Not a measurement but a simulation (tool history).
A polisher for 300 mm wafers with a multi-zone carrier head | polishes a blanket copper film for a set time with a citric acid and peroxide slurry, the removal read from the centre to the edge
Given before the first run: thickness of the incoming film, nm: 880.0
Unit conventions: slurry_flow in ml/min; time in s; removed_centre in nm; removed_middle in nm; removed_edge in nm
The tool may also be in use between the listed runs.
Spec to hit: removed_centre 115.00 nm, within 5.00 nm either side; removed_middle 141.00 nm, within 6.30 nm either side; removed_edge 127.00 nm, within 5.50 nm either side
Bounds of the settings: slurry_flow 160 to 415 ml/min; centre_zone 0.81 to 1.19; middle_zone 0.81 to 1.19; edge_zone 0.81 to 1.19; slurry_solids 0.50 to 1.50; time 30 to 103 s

run,day,slurry_flow,centre_zone,middle_zone,edge_zone,slurry_solids,time,removed_centre,removed_middle,removed_edge
1,0.000,265,1.00,1.00,1.00,1.00,66,168.70,172.85,171.84
2,0.208,265,1.00,1.00,1.04,1.00,66,172.01,168.15,174.41
3,0.283,265,0.99,1.00,1.02,0.95,65,158.67,161.55,171.17
4,0.367,265,1.06,1.00,1.02,0.95,65,175.38,162.17,165.06
5,0.575,265,1.06,1.08,1.02,0.95,65,169.66,173.08,169.52
6,0.825,265,1.05,1.09,1.00,0.90,64,170.42,170.51,164.33
7,1.008,265,1.02,1.10,0.98,0.85,62,157.71,164.33,153.37
8,1.121,260,0.99,1.10,0.97,0.80,61,147.59,159.36,152.73
9,1.183,260,0.98,1.11,0.96,0.75,60,143.90,163.14,146.30

Which single option among these 5 for the next run brings every result within its allowed miss of target? Just one does.
A,1.246,210,0.99,1.16,0.95,1.10,61,?,?,?
B,1.246,160,0.92,1.09,0.98,0.80,53,?,?,?
C,1.246,195,1.08,0.88,1.11,1.15,61,?,?,?
D,1.246,275,1.15,0.84,1.19,1.10,62,?,?,?
E,1.246,255,0.93,1.19,1.05,0.80,50,?,?,?

move,removed_centre,removed_middle,removed_edge
A,151.28,172.24,152.88
B,111.33,129.46,124.35
C,163.51,136.03,165.71
D,182.99,137.38,178.63
E,113.67,140.00,126.78
A: moves away from the targets compared with the last run
B: puts the biggest miss on target and leaves a different result outside tolerance
C: moves away from the targets compared with the last run
D: moves away from the targets compared with the last run
E: in spec on every target
So the answer is move E, the one that meets all the targets.

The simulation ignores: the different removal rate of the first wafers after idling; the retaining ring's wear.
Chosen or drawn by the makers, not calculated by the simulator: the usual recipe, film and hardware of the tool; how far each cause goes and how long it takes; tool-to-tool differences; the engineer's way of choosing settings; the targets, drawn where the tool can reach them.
